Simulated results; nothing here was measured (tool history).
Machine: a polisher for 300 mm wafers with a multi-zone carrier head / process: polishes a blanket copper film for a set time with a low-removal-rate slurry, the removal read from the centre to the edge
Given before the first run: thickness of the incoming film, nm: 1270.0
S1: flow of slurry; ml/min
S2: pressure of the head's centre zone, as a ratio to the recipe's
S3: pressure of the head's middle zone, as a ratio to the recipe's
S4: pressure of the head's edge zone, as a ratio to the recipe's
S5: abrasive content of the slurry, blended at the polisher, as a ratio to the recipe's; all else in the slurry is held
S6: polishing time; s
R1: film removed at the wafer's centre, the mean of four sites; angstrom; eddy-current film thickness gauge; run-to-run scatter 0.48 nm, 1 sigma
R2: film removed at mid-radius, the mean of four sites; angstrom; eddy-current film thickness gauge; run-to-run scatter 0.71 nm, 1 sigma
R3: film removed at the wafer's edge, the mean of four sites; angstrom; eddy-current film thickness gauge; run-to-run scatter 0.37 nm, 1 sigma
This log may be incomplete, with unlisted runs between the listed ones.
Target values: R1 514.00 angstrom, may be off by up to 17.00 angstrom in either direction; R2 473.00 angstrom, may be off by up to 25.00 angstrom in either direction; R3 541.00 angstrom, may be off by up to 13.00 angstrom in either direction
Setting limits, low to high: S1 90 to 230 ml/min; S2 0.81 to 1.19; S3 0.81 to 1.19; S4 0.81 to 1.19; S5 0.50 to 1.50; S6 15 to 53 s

run,day,S1,S2,S3,S4,S5,S6,R1,R2,R3
1,0.000,150,1.00,1.00,1.00,1.00,34,712.24,710.99,725.00
2,0.104,175,1.00,1.00,1.00,1.00,34,739.71,711.22,736.83
3,0.212,195,1.00,1.00,1.00,1.00,34,744.80,749.47,738.50
4,0.479,195,1.00,0.93,1.00,1.00,34,747.74,697.78,744.89
5,0.708,195,1.00,0.93,1.08,1.00,34,742.21,701.75,769.48
6,0.833,195,1.00,0.93,1.08,1.00,30,657.68,614.08,688.83
7,1.092,155,0.92,0.83,0.98,0.75,29,522.35,483.33,576.63
8,1.325,150,0.92,0.83,0.96,0.75,29,520.43,497.71,568.67
9,1.421,145,0.93,0.83,0.96,0.75,29,537.13,471.45,562.59
10,1.671,145,0.92,0.83,0.95,0.75,29,529.04,484.08,568.23
11,1.775,140,0.92,0.83,0.94,0.75,29,528.03,480.78,560.79

Which single option among these 4 for the next run brings every result within its allowed miss of target? Just one does.
A,1.879,155,0.89,1.02,0.87,0.80,27,?,?,?
B,1.879,145,0.91,0.81,0.98,0.65,30,?,?,?
C,1.879,165,0.93,0.85,0.96,0.70,28,?,?,?
D,1.879,155,0.85,0.87,0.87,1.00,25,?,?,?

move,R1,R2,R3
A,490.24,540.31,518.48
B,517.17,463.90,572.79
C,509.71,466.82,546.15
D,465.58,465.39,511.05
A: takes the biggest miss from the last run beyond its target
B: lands further from the targets than the last run did
C: hits every target within its allowed miss
D: takes the biggest miss from the last run beyond its target
Answer: C
